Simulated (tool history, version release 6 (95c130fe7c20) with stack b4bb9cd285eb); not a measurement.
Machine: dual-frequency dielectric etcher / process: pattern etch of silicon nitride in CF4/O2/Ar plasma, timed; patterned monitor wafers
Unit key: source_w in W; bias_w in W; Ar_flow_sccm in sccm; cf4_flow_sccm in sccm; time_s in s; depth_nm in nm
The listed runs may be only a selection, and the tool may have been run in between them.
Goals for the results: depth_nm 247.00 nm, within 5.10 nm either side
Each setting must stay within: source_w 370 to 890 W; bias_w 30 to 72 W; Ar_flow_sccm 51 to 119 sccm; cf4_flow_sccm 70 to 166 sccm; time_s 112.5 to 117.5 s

Run 1, hour 0.0: source_w 630 W, bias_w 51 W, Ar_flow_sccm 85 sccm, cf4_flow_sccm 118 sccm, time_s 112.5 s. Result: depth_nm 292.95 nm.
Run 2, hour 7.3: source_w 630 W, bias_w 51 W, Ar_flow_sccm 85 sccm, cf4_flow_sccm 99 sccm, time_s 112.5 s. Result: depth_nm 290.71 nm.
Run 3, hour 11.3: source_w 630 W, bias_w 51 W, Ar_flow_sccm 85 sccm, cf4_flow_sccm 99 sccm, time_s 112.5 s. Result: depth_nm 289.87 nm.
Run 4, hour 12.8: source_w 720 W, bias_w 51 W, Ar_flow_sccm 85 sccm, cf4_flow_sccm 99 sccm, time_s 112.5 s. Result: depth_nm 336.46 nm.
Run 5, hour 16.4: source_w 720 W, bias_w 51 W, Ar_flow_sccm 85 sccm, cf4_flow_sccm 88 sccm, time_s 112.5 s. Result: depth_nm 329.47 nm.
Run 6, hour 22.6: source_w 690 W, bias_w 51 W, Ar_flow_sccm 85 sccm, cf4_flow_sccm 88 sccm, time_s 112.5 s. Result: depth_nm 314.69 nm.
Run 7, hour 29.0: source_w 660 W, bias_w 51 W, Ar_flow_sccm 85 sccm, cf4_flow_sccm 88 sccm, time_s 112.5 s. Result: depth_nm 298.16 nm.
Run 8, hour 36.8: source_w 640 W, bias_w 51 W, Ar_flow_sccm 85 sccm, cf4_flow_sccm 88 sccm, time_s 112.5 s. Result: depth_nm 290.94 nm.
Run 9, hour 42.9: source_w 620 W, bias_w 51 W, Ar_flow_sccm 85 sccm, cf4_flow_sccm 88 sccm, time_s 112.5 s. Result: depth_nm 282.12 nm.
Run 10, hour 50.7: source_w 610 W, bias_w 51 W, Ar_flow_sccm 85 sccm, cf4_flow_sccm 88 sccm, time_s 112.5 s. Result: depth_nm 279.04 nm.
Run 11, hour 55.0: source_w 600 W, bias_w 51 W, Ar_flow_sccm 85 sccm, cf4_flow_sccm 88 sccm, time_s 112.5 s. Result: depth_nm 267.14 nm.
Run 12, hour 60.4: source_w 590 W, bias_w 51 W, Ar_flow_sccm 85 sccm, cf4_flow_sccm 88 sccm, time_s 112.5 s. Result: depth_nm 268.07 nm.
Run 13, hour 61.4: source_w 520 W, bias_w 50 W, Ar_flow_sccm 85 sccm, cf4_flow_sccm 88 sccm, time_s 112.5 s. Result: depth_nm 228.50 nm.
Run 14, hour 63.4: source_w 530 W, bias_w 50 W, Ar_flow_sccm 85 sccm, cf4_flow_sccm 88 sccm, time_s 112.5 s. Result: depth_nm 237.23 nm.
Run 15, hour 69.6: source_w 540 W, bias_w 50 W, Ar_flow_sccm 85 sccm, cf4_flow_sccm 88 sccm, time_s 112.5 s. Result: depth_nm 241.30 nm.

Exercise: of the 5 proposed moves below, exactly one satisfies all targets within the stated allowed misses. Which move is it?
Run A, hour 75.8: source_w 530 W, bias_w 60 W, Ar_flow_sccm 86 sccm, cf4_flow_sccm 89 sccm, time_s 117.5 s. Result: depth_nm ?.
Run B, hour 75.8: source_w 570 W, bias_w 49 W, Ar_flow_sccm 86 sccm, cf4_flow_sccm 92 sccm, time_s 114.5 s. Result: depth_nm ?.
Run C, hour 75.8: source_w 500 W, bias_w 51 W, Ar_flow_sccm 78 sccm, cf4_flow_sccm 94 sccm, time_s 117.5 s. Result: depth_nm ?.
Run D, hour 75.8: source_w 550 W, bias_w 52 W, Ar_flow_sccm 85 sccm, cf4_flow_sccm 82 sccm, time_s 117.0 s. Result: depth_nm ?.
Run E, hour 75.8: source_w 550 W, bias_w 51 W, Ar_flow_sccm 87 sccm, cf4_flow_sccm 92 sccm, time_s 113.0 s. Result: depth_nm ?.

move  depth_nm
   A    260.66
   B    260.47
   C    236.83
   D    257.34
   E    249.72
A: pushes the last run's worst result past its target
B: pushes the last run's worst result past its target
C: misses by more than the last run did
D: pushes the last run's worst result past its target
E: in spec on every target
E meets every target.

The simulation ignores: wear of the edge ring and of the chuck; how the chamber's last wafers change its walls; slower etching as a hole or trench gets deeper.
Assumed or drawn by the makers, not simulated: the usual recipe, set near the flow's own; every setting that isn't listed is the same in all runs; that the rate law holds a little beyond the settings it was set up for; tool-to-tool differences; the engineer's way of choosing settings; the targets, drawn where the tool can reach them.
